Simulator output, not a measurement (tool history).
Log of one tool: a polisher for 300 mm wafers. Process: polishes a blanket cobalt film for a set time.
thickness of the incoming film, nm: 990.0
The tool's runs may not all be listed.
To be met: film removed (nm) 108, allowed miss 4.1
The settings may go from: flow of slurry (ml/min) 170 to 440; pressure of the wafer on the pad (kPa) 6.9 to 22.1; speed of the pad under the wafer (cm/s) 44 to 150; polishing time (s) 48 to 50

| run | day | flow of slurry (ml/min) | pressure of the wafer on the pad (kPa) | speed of the pad under the wafer (cm/s) | polishing time (s) | film removed (nm) |
|---|---|---|---|---|---|---|
| 1 | 0 | 280 | 14.5 | 96 | 48 | 256.02 |
| 2 | 0.212 | 240 | 14.5 | 96 | 48 | 252.52 |
| 3 | 0.292 | 240 | 12.4 | 88 | 48 | 203.12 |
| 4 | 0.438 | 240 | 12.4 | 106 | 48 | 247.6 |
| 5 | 0.667 | 240 | 12.4 | 90 | 48 | 208.78 |
| 6 | 0.9 | 240 | 11 | 84 | 48 | 176.15 |
| 7 | 1.167 | 240 | 10.3 | 80 | 48 | 164.04 |
| 8 | 1.462 | 230 | 6.9 | 56 | 48 | 86.054 |
| 9 | 1.521 | 230 | 7.6 | 56 | 48 | 92.892 |
| 10 | 1.725 | 230 | 8.3 | 56 | 48 | 96.945 |

Which of these 5 next moves meets every target?
| A | 1.929 | 230 | 6.9 | 52 | 50 | ? |
| B | 1.929 | 170 | 9.7 | 46 | 48 | ? |
| C | 1.929 | 305 | 8.3 | 58 | 50 | ? |
| D | 1.929 | 230 | 9.7 | 48 | 48 | ? |
| E | 1.929 | 215 | 9 | 48 | 48 | ? |

| move | film removed (nm) |
|---|---|
| A | 83.834 |
| B | 87.708 |
| C | 108.58 |
| D | 95.564 |
| E | 89.577 |
A: further off than the last run
B: further off than the last run
C: meets every target
D: further off than the last run
E: further off than the last run
Answer: C
